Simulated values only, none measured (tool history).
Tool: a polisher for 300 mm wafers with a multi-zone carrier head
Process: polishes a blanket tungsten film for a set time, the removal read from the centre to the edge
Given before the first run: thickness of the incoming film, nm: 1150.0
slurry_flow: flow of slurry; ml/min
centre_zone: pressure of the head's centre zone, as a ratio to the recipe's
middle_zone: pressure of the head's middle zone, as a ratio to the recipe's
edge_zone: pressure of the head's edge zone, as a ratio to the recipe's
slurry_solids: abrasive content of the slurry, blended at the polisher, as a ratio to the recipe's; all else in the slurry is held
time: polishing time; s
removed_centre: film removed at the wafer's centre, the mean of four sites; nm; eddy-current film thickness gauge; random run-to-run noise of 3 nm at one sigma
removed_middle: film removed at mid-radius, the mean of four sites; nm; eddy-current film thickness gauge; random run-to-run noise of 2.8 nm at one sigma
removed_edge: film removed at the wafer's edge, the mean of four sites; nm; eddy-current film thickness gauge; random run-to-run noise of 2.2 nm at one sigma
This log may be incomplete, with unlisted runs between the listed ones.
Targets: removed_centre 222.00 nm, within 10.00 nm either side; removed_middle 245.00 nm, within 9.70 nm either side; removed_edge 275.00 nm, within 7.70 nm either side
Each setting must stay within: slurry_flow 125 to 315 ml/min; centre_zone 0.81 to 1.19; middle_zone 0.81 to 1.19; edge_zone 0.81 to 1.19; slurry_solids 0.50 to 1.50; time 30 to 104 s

Run 1, hour 0.0: slurry_flow 205 ml/min, centre_zone 1.00, middle_zone 1.00, edge_zone 1.00, slurry_solids 1.00, time 67 s. Result: removed_centre 384.20 nm, removed_middle 387.93 nm, removed_edge 387.74 nm.
Run 2, hour 5.5: slurry_flow 200 ml/min, centre_zone 0.98, middle_zone 0.99, edge_zone 1.00, slurry_solids 0.95, time 66 s. Result: removed_centre 364.38 nm, removed_middle 372.18 nm, removed_edge 372.04 nm.
Run 3, hour 11.1: slurry_flow 195 ml/min, centre_zone 0.96, middle_zone 0.98, edge_zone 1.01, slurry_solids 0.90, time 65 s. Result: removed_centre 350.37 nm, removed_middle 355.71 nm, removed_edge 363.96 nm.
Run 4, hour 17.5: slurry_flow 195 ml/min, centre_zone 0.96, middle_zone 0.98, edge_zone 1.01, slurry_solids 0.70, time 65 s. Result: removed_centre 330.37 nm, removed_middle 343.86 nm, removed_edge 351.75 nm.
Run 5, hour 25.7: slurry_flow 195 ml/min, centre_zone 0.96, middle_zone 0.98, edge_zone 0.95, slurry_solids 0.70, time 65 s. Result: removed_centre 336.41 nm, removed_middle 336.31 nm, removed_edge 338.80 nm.
Run 6, hour 27.3: slurry_flow 195 ml/min, centre_zone 1.02, middle_zone 0.98, edge_zone 0.95, slurry_solids 0.70, time 65 s. Result: removed_centre 352.30 nm, removed_middle 342.89 nm, removed_edge 339.69 nm.
Run 7, hour 35.5: slurry_flow 140 ml/min, centre_zone 0.92, middle_zone 0.97, edge_zone 1.05, slurry_solids 0.50, time 50 s. Result: removed_centre 215.77 nm, removed_middle 226.67 nm, removed_edge 244.65 nm.
Run 8, hour 42.0: slurry_flow 145 ml/min, centre_zone 0.92, middle_zone 0.97, edge_zone 1.06, slurry_solids 0.50, time 50 s. Result: removed_centre 216.85 nm, removed_middle 225.21 nm, removed_edge 249.32 nm.
Run 9, hour 50.3: slurry_flow 150 ml/min, centre_zone 0.92, middle_zone 0.97, edge_zone 1.07, slurry_solids 0.50, time 50 s. Result: removed_centre 221.29 nm, removed_middle 234.37 nm, removed_edge 252.50 nm.
Run 10, hour 55.7: slurry_flow 155 ml/min, centre_zone 0.92, middle_zone 0.97, edge_zone 1.08, slurry_solids 0.50, time 50 s. Result: removed_centre 224.88 nm, removed_middle 234.46 nm, removed_edge 257.40 nm.
Run 11, hour 62.6: slurry_flow 155 ml/min, centre_zone 0.91, middle_zone 0.97, edge_zone 1.09, slurry_solids 0.50, time 50 s. Result: removed_centre 214.64 nm, removed_middle 228.64 nm, removed_edge 250.08 nm.
Run 12, hour 69.4: slurry_flow 160 ml/min, centre_zone 0.91, middle_zone 0.97, edge_zone 1.10, slurry_solids 0.50, time 50 s. Result: removed_centre 219.54 nm, removed_middle 235.22 nm, removed_edge 256.60 nm.
Run 13, hour 72.5: slurry_flow 165 ml/min, centre_zone 0.91, middle_zone 0.97, edge_zone 1.11, slurry_solids 0.50, time 50 s. Result: removed_centre 224.79 nm, removed_middle 234.27 nm, removed_edge 258.74 nm.
Run 14, hour 77.7: slurry_flow 165 ml/min, centre_zone 0.90, middle_zone 0.97, edge_zone 1.12, slurry_solids 0.50, time 50 s. Result: removed_centre 219.70 nm, removed_middle 233.58 nm, removed_edge 260.57 nm.
Run 15, hour 81.0: slurry_flow 170 ml/min, centre_zone 0.90, middle_zone 0.97, edge_zone 1.13, slurry_solids 0.50, time 50 s. Result: removed_centre 226.64 nm, removed_middle 242.32 nm, removed_edge 264.56 nm.
Run 16, hour 86.7: slurry_flow 170 ml/min, centre_zone 0.89, middle_zone 0.97, edge_zone 1.14, slurry_solids 0.50, time 50 s. Result: removed_centre 227.47 nm, removed_middle 235.95 nm, removed_edge 266.43 nm.
Run 17, hour 94.3: slurry_flow 170 ml/min, centre_zone 0.88, middle_zone 0.98, edge_zone 1.14, slurry_solids 0.50, time 50 s. Result: removed_centre 212.97 nm, removed_middle 240.69 nm, removed_edge 261.40 nm.
Run 18, hour 96.9: slurry_flow 170 ml/min, centre_zone 0.88, middle_zone 0.98, edge_zone 1.15, slurry_solids 0.50, time 50 s. Result: removed_centre 214.27 nm, removed_middle 240.54 nm, removed_edge 265.56 nm.

Consider the 5 candidate settings below. Which is the only one whose results all fall within their allowed miss of target?
Run A, hour 99.5: slurry_flow 170 ml/min, centre_zone 0.90, middle_zone 1.04, edge_zone 1.15, slurry_solids 0.60, time 47 s. Result: removed_centre ?, removed_middle ?, removed_edge ?.
Run B, hour 99.5: slurry_flow 150 ml/min, centre_zone 0.90, middle_zone 0.95, edge_zone 1.09, slurry_solids 0.70, time 47 s. Result: removed_centre ?, removed_middle ?, removed_edge ?.
Run C, hour 99.5: slurry_flow 245 ml/min, centre_zone 0.82, middle_zone 0.94, edge_zone 1.11, slurry_solids 0.55, time 50 s. Result: removed_centre ?, removed_middle ?, removed_edge ?.
Run D, hour 99.5: slurry_flow 135 ml/min, centre_zone 0.81, middle_zone 1.03, edge_zone 1.16, slurry_solids 0.60, time 50 s. Result: removed_centre ?, removed_middle ?, removed_edge ?.
Run E, hour 99.5: slurry_flow 170 ml/min, centre_zone 0.94, middle_zone 0.92, edge_zone 1.19, slurry_solids 0.50, time 50 s. Result: removed_centre ?, removed_middle ?, removed_edge ?.

move  removed_centre  removed_middle  removed_edge
   A          216.87          240.06        261.21
   B          216.39          222.81        257.22
   C          224.99          244.81        281.25
   D          200.25          240.59        268.90
   E          231.28          223.16        274.24
A: moves away from the targets compared with the last run
B: moves away from the targets compared with the last run
C: every result lands within tolerance
D: corrects the largest miss of the last run, while another result sits out of spec
E: corrects the largest miss of the last run, while another result sits out of spec
So the answer is move C, the one that meets all the targets.

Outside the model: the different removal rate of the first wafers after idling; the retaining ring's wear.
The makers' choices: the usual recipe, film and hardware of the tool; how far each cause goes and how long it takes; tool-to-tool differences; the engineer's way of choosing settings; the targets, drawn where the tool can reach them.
